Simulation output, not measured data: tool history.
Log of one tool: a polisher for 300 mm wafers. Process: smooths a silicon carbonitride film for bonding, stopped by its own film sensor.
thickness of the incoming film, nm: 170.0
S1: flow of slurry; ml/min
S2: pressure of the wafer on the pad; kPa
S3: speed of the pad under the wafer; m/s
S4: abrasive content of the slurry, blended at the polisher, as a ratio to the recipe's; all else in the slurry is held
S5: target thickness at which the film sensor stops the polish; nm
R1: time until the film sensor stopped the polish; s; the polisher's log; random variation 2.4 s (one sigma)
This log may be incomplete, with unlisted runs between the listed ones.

| run | hour | S1 | S2 | S3 | S4 | S5 | R1 |
|---|---|---|---|---|---|---|---|
| 1 | 0 | 195 | 18.6 | 0.78 | 1 | 131 | 149.77 |
| 2 | 3 | 195 | 18.6 | 0.9 | 1 | 131 | 132.28 |
| 3 | 5.5 | 195 | 18.6 | 1.08 | 1 | 131 | 116.25 |
| 4 | 12 | 195 | 15.9 | 1.04 | 1 | 131 | 138.83 |
| 5 | 13.2 | 195 | 13.8 | 1.04 | 1 | 131 | 150.55 |
| 6 | 14.5 | 195 | 13.8 | 1.04 | 0.85 | 131 | 164.4 |
| 7 | 16.5 | 195 | 12.4 | 1.02 | 0.85 | 131 | 182.23 |
| 8 | 19.3 | 195 | 12.4 | 1.02 | 0.85 | 131 | 179.43 |
| 9 | 25.8 | 195 | 11.7 | 1.02 | 0.85 | 131 | 189.99 |
| 10 | 30.9 | 195 | 11 | 1.02 | 0.85 | 131 | 197.56 |

Run 11 has not been measured yet. What should we expect?
| 11 | 33.8 | 195 | 11 | 1.02 | 0.85 | 131 | ? |

For run 11 the tool returned R1 195.12 s.
